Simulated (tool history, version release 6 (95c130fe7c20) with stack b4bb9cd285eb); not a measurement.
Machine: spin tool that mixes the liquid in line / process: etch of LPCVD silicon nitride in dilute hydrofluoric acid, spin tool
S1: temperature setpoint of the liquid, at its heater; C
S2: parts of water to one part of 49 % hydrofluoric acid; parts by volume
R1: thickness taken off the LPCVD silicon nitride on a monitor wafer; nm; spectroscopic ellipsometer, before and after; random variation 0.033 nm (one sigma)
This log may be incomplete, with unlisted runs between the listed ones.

{"run": 1, "hour": 0.0, "S1": 21.0, "S2": 85, "time under the liquid (s)": 285, "R1": 1.5186}
{"run": 2, "hour": 5.3, "S1": 19.0, "S2": 85, "time under the liquid (s)": 285, "R1": 1.3183}
{"run": 3, "hour": 10.2, "S1": 19.0, "S2": 85, "time under the liquid (s)": 285, "R1": 1.2968}
{"run": 4, "hour": 11.8, "S1": 18.5, "S2": 90, "time under the liquid (s)": 285, "R1": 1.2102}
{"run": 5, "hour": 16.2, "S1": 17.0, "S2": 90, "time under the liquid (s)": 285, "R1": 1.1505}
{"run": 6, "hour": 19.3, "S1": 17.0, "S2": 90, "time under the liquid (s)": 285, "R1": 1.1666}

Estimate the outcome of run 7 from the log above:
{"run": 7, "hour": 22.5, "S1": 17.0, "S2": 95, "time under the liquid (s)": 285, "R1": "?"}

R1: 1.0200 nm

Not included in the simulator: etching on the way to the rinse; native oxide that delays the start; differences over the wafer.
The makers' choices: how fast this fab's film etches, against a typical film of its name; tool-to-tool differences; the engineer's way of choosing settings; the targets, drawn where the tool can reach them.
